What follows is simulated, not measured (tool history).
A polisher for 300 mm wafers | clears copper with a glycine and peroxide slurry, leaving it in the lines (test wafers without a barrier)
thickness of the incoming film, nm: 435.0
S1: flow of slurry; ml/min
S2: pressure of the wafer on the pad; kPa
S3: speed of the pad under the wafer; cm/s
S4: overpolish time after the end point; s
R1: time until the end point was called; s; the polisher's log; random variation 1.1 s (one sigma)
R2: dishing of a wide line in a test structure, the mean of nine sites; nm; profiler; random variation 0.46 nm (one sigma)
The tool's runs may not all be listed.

run	hour	S1	S2	S3	S4	R1	R2
1	0.0	255	15.9	92	9	89.689	31.500
2	3.7	255	16.5	92	8	87.930	28.472
3	9.6	255	19.3	92	8	76.902	32.514
4	17.2	255	22.8	92	8	66.678	35.330
# hour 18.8: head pressure recalibrated
5	18.8	255	22.8	102	8	57.098	41.322
6	23.1	255	22.8	102	11	57.027	52.625
7	25.0	255	18.6	98	7	70.092	31.319

Forecast run 8:
8	32.9	255	17.9	98	7	?	?

R1: 70.172 s
R2: 31.012 nm
